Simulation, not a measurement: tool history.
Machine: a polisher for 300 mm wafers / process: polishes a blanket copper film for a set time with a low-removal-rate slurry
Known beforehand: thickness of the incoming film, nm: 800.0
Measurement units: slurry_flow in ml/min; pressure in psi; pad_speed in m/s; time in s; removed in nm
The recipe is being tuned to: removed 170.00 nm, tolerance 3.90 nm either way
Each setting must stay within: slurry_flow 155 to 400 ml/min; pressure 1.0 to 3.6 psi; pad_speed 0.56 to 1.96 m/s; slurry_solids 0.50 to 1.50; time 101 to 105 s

Run 1, day 0.000: slurry_flow 255 ml/min, pressure 2.3 psi, pad_speed 1.26 m/s, slurry_solids 1.00, time 101 s. Result: removed 253.18 nm.
Run 2, day 0.246: slurry_flow 250 ml/min, pressure 2.1 psi, pad_speed 1.26 m/s, slurry_solids 1.00, time 101 s. Result: removed 234.98 nm.
Run 3, day 0.329: slurry_flow 250 ml/min, pressure 1.9 psi, pad_speed 1.26 m/s, slurry_solids 1.00, time 101 s. Result: removed 215.08 nm.
Run 4, day 0.671: slurry_flow 270 ml/min, pressure 1.9 psi, pad_speed 1.26 m/s, slurry_solids 1.00, time 101 s. Result: removed 218.75 nm.
Run 5, day 0.988: slurry_flow 255 ml/min, pressure 1.8 psi, pad_speed 1.26 m/s, slurry_solids 1.00, time 101 s. Result: removed 209.39 nm.
Run 6, day 1.071: slurry_flow 250 ml/min, pressure 1.7 psi, pad_speed 1.26 m/s, slurry_solids 1.00, time 101 s. Result: removed 199.38 nm.
Run 7, day 1.221: slurry_flow 240 ml/min, pressure 1.6 psi, pad_speed 1.26 m/s, slurry_solids 1.00, time 101 s. Result: removed 189.14 nm.
Run 8, day 1.492: slurry_flow 230 ml/min, pressure 1.6 psi, pad_speed 1.26 m/s, slurry_solids 1.00, time 101 s. Result: removed 186.80 nm.
Run 9, day 1.825: slurry_flow 220 ml/min, pressure 1.6 psi, pad_speed 1.26 m/s, slurry_solids 1.00, time 101 s. Result: removed 186.80 nm.
Run 10, day 2.167: slurry_flow 210 ml/min, pressure 1.6 psi, pad_speed 1.26 m/s, slurry_solids 1.00, time 101 s. Result: removed 181.92 nm.

Consider the 4 candidate settings below. Which is the only one whose results all fall within their allowed miss of target?
Run A, day 2.508: slurry_flow 180 ml/min, pressure 1.5 psi, pad_speed 1.34 m/s, slurry_solids 0.95, time 102 s. Result: removed ?.
Run B, day 2.508: slurry_flow 180 ml/min, pressure 1.8 psi, pad_speed 1.10 m/s, slurry_solids 1.00, time 105 s. Result: removed ?.
Run C, day 2.508: slurry_flow 170 ml/min, pressure 1.1 psi, pad_speed 1.46 m/s, slurry_solids 1.20, time 101 s. Result: removed ?.
Run D, day 2.508: slurry_flow 215 ml/min, pressure 1.4 psi, pad_speed 1.24 m/s, slurry_solids 1.15, time 101 s. Result: removed ?.

move  removed
   A   182.91
   B   181.52
   C   161.99
   D   170.12
A: moves away from the targets compared with the last run
B: about the same distance from the targets as the last run
C: takes the biggest miss from the last run beyond its target
D: in spec on every target
D is the move that brings every result within its allowed miss.
